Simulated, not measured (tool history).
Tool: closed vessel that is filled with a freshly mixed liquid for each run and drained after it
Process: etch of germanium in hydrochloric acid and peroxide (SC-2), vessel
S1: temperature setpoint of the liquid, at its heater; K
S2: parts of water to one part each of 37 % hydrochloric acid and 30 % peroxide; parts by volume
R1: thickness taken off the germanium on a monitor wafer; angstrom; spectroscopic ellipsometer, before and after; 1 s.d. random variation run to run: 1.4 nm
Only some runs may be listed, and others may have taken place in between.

Run 1, hour 0: S1 330.15 K, S2 7 parts by volume, time in the liquid (s) 95. Result: R1 2506.5 angstrom.
Run 2, hour 4.5: S1 330.15 K, S2 4.5 parts by volume, time in the liquid (s) 95. Result: R1 2535.7 angstrom.
Run 3, hour 13.1: S1 330.15 K, S2 4 parts by volume, time in the liquid (s) 95. Result: R1 2577 angstrom.
Run 4, hour 17: S1 325.65 K, S2 4 parts by volume, time in the liquid (s) 95. Result: R1 2253.8 angstrom.
Run 5, hour 19: S1 329.15 K, S2 4 parts by volume, time in the liquid (s) 95. Result: R1 2514.9 angstrom.
Run 6, hour 22.3: S1 325.15 K, S2 4 parts by volume, time in the liquid (s) 95. Result: R1 2189.5 angstrom.

Run 7 comes next. What will it give?
Run 7, hour 24.6: S1 323.15 K, S2 4 parts by volume, time in the liquid (s) 95. Result: R1 ?.

R1: 2085.2 angstrom
